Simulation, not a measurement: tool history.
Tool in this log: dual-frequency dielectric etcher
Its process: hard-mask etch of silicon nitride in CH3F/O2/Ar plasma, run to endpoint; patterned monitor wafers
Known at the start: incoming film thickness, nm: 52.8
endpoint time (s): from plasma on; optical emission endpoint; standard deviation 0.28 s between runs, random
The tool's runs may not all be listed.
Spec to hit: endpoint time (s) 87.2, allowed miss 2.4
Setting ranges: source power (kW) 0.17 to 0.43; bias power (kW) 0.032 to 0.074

run 1 day=0 | source_power_(kW)=0.3 bias_power_(kW)=0.053 | endpoint_time_(s)=100.84
run 2 day=0.217 | source_power_(kW)=0.3 bias_power_(kW)=0.048 | endpoint_time_(s)=103.17
run 3 day=0.529 | source_power_(kW)=0.33 bias_power_(kW)=0.05 | endpoint_time_(s)=96.983
run 4 day=0.746 | source_power_(kW)=0.3 bias_power_(kW)=0.05 | endpoint_time_(s)=101.93
run 5 day=0.962 | source_power_(kW)=0.25 bias_power_(kW)=0.05 | endpoint_time_(s)=111.85
run 6 day=1.167 | source_power_(kW)=0.28 bias_power_(kW)=0.051 | endpoint_time_(s)=104.8
run 7 day=1.421 | source_power_(kW)=0.31 bias_power_(kW)=0.052 | endpoint_time_(s)=99.696
run 8 day=1.792 | source_power_(kW)=0.33 bias_power_(kW)=0.053 | endpoint_time_(s)=96.019
run 9 day=1.9 | source_power_(kW)=0.34 bias_power_(kW)=0.054 | endpoint_time_(s)=94.673
run 10 day=2.046 | source_power_(kW)=0.34 bias_power_(kW)=0.054 | endpoint_time_(s)=94.284
run 11 day=2.392 | source_power_(kW)=0.35 bias_power_(kW)=0.055 | endpoint_time_(s)=92.316
run 12 day=2.675 | source_power_(kW)=0.36 bias_power_(kW)=0.055 | endpoint_time_(s)=91.205
run 13 day=2.829 | source_power_(kW)=0.37 bias_power_(kW)=0.055 | endpoint_time_(s)=90.358

Exercise: of the 5 proposed moves below, exactly one satisfies all targets within the stated allowed misses. Which move is it?
run A day=2.983 | source_power_(kW)=0.39 bias_power_(kW)=0.043 | endpoint_time_(s)=?
run B day=2.983 | source_power_(kW)=0.34 bias_power_(kW)=0.059 | endpoint_time_(s)=?
run C day=2.983 | source_power_(kW)=0.39 bias_power_(kW)=0.044 | endpoint_time_(s)=?
run D day=2.983 | source_power_(kW)=0.34 bias_power_(kW)=0.045 | endpoint_time_(s)=?
run E day=2.983 | source_power_(kW)=0.41 bias_power_(kW)=0.052 | endpoint_time_(s)=?

move=A endpoint_time_(s)=93.418
move=B endpoint_time_(s)=92.38
move=C endpoint_time_(s)=92.946
move=D endpoint_time_(s)=98.641
move=E endpoint_time_(s)=87.405
A: lands further from the targets than the last run did
B: lands further from the targets than the last run did
C: lands further from the targets than the last run did
D: lands further from the targets than the last run did
E: every result within its allowed miss
The right move is E.
